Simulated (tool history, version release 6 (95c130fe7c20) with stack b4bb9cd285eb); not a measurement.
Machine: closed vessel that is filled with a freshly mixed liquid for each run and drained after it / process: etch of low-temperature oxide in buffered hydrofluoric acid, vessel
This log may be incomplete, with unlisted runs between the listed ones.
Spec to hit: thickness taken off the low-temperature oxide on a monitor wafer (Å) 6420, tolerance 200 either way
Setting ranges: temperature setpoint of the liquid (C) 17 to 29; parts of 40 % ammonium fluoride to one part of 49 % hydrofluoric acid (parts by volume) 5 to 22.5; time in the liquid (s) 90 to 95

| run | day | temperature setpoint of the liquid (C) | parts of 40 % ammonium fluoride to one part of 49 % hydrofluoric acid (parts by volume) | time in the liquid (s) | thickness taken off the low-temperature oxide on a monitor wafer (Å) |
|---|---|---|---|---|---|
| 1 | 0 | 21 | 13.5 | 90 | 2062 |
| 2 | 0.279 | 22 | 12.5 | 90 | 2372.2 |
| 3 | 0.5 | 22 | 12.5 | 90 | 2359.3 |
| 4 | 0.788 | 22 | 12.5 | 90 | 2343.5 |
| 5 | 0.979 | 22.5 | 11.5 | 90 | 2658.3 |
|  | 1.162 | thermometer replaced |
| 6 | 1.162 | 22.5 | 11.5 | 90 | 2861.9 |
| 7 | 1.467 | 26.5 | 7 | 90 | 5669.4 |
| 8 | 1.683 | 27.5 | 7 | 90 | 5970.8 |

Next run, 5 choices. One meets every target within its allowed miss, the rest don't. Which?
| A | 1.9 | 26.5 | 7 | 90 | ? |
| B | 1.9 | 27.5 | 6.5 | 90 | ? |
| C | 1.9 | 29 | 8 | 95 | ? |
| D | 1.9 | 27 | 7.5 | 90 | ? |
| E | 1.9 | 24 | 7 | 95 | ? |

| move | thickness taken off the low-temperature oxide on a monitor wafer (Å) |
|---|---|
| A | 5641.1 |
| B | 6345.3 |
| C | 5887.7 |
| D | 5378.5 |
| E | 5202.6 |
A: further off than the last run
B: hits every target within its allowed miss
C: further off than the last run
D: further off than the last run
E: further off than the last run
Move B is the one to make.

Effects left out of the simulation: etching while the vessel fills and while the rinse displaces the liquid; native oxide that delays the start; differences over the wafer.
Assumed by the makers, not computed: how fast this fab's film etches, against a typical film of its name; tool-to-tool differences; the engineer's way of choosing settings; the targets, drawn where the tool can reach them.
